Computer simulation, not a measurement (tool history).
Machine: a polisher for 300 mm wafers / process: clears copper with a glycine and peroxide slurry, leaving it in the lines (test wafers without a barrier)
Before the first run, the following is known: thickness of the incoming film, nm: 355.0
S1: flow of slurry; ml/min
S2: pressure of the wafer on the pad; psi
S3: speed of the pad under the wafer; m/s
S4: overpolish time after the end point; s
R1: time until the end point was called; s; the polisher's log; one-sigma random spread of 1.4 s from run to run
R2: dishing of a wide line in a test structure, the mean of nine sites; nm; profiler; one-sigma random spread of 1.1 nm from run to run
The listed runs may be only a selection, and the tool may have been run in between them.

run,hour,S1,S2,S3,S4,R1,R2
1,0.0,185,2.3,0.80,25,77.350,72.793
2,2.6,185,2.3,0.80,34,76.779,86.485
3,6.2,185,2.3,0.66,34,84.383,84.159
4,10.7,205,2.3,0.66,34,87.115,82.374
5,17.6,205,2.0,0.66,34,93.676,80.515
6,26.5,245,2.0,0.66,34,90.885,79.061

Predict the results of run 7:
7,33.7,245,2.0,0.66,32,?,?

R1: 91.444 s
R2: 75.679 nm
